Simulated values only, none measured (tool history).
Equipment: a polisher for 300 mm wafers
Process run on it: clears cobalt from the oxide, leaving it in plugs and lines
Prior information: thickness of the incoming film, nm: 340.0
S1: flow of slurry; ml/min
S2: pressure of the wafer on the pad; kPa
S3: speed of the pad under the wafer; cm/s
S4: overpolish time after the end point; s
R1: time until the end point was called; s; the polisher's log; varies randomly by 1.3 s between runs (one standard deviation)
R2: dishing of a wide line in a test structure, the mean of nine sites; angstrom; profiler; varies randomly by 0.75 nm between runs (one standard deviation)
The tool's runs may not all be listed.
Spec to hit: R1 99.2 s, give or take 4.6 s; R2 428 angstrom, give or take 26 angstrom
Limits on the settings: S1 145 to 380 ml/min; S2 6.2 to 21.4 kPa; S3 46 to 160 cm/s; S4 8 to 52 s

| run | day | S1 | S2 | S3 | S4 | R1 | R2 |
|---|---|---|---|---|---|---|---|
| 1 | 0 | 245 | 13.8 | 102 | 26 | 71.979 | 514.12 |
| 2 | 0.358 | 245 | 12.4 | 102 | 23 | 78.747 | 480.19 |
| 3 | 0.554 | 245 | 11.7 | 102 | 22 | 82.827 | 472.78 |
| 4 | 0.729 | 245 | 11 | 102 | 20 | 87.867 | 450.72 |
| 5 | 0.908 | 245 | 11 | 118 | 20 | 77.933 | 470.15 |
| 6 | 1.025 | 245 | 10.3 | 118 | 19 | 81.379 | 439.76 |
| 7 | 1.246 | 245 | 9.7 | 118 | 20 | 87.481 | 444.76 |
| 8 | 1.35 | 245 | 9 | 118 | 20 | 92.572 | 425.2 |
| 9 | 1.721 | 245 | 9 | 118 | 21 | 91.499 | 433.93 |
| 10 | 2.038 | 245 | 9 | 118 | 22 | 92.728 | 446.99 |
| 11 | 2.062 | 245 | 9 | 118 | 21 | 93.99 | 451.77 |
| 12 | 2.367 | 245 | 9 | 118 | 20 | 93.829 | 433.66 |

Exercise: of the 5 proposed moves below, exactly one satisfies all targets within the stated allowed misses. Which move is it?
| A | 2.671 | 195 | 8.3 | 122 | 20 | ? | ? |
| B | 2.671 | 280 | 9 | 126 | 21 | ? | ? |
| C | 2.671 | 250 | 9.7 | 124 | 19 | ? | ? |
| D | 2.671 | 210 | 9.7 | 114 | 24 | ? | ? |
| E | 2.671 | 280 | 9 | 128 | 22 | ? | ? |

| move | R1 | R2 |
|---|---|---|
| A | 97.084 | 428.58 |
| B | 84.501 | 465.04 |
| C | 80.694 | 454.48 |
| D | 88.917 | 480.29 |
| E | 83.212 | 476.34 |
A: hits every target within its allowed miss
B: misses by more than the last run did
C: misses by more than the last run did
D: misses by more than the last run did
E: misses by more than the last run did
A is the move that brings every result within its allowed miss.
